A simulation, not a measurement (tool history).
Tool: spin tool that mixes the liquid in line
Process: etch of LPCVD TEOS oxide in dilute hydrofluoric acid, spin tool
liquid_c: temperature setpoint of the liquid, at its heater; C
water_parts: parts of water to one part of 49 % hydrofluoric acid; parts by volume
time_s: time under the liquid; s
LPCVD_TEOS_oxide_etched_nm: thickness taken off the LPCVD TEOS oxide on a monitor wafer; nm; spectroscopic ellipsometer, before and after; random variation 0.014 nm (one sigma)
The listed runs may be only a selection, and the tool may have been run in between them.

run    day  liquid_c  water_parts  time_s  LPCVD_TEOS_oxide_etched_nm
  1  0.000      24.0          155      20                      2.2607
  2  0.367      24.0          125      20                      2.8515
  3  0.608      22.5          130      20                      2.6131
  4  0.867      21.5          135      20                      2.3882
  5  1.112      20.5          140      20                      2.2322
  6  1.158      19.5          145      20                      2.0350
  7  1.188      19.0          145      20                      2.0098

Run 8 is up next; what results do you expect?
  8  1.342      18.5          145      20                           ?

LPCVD_TEOS_oxide_etched_nm: 1.9353 nm

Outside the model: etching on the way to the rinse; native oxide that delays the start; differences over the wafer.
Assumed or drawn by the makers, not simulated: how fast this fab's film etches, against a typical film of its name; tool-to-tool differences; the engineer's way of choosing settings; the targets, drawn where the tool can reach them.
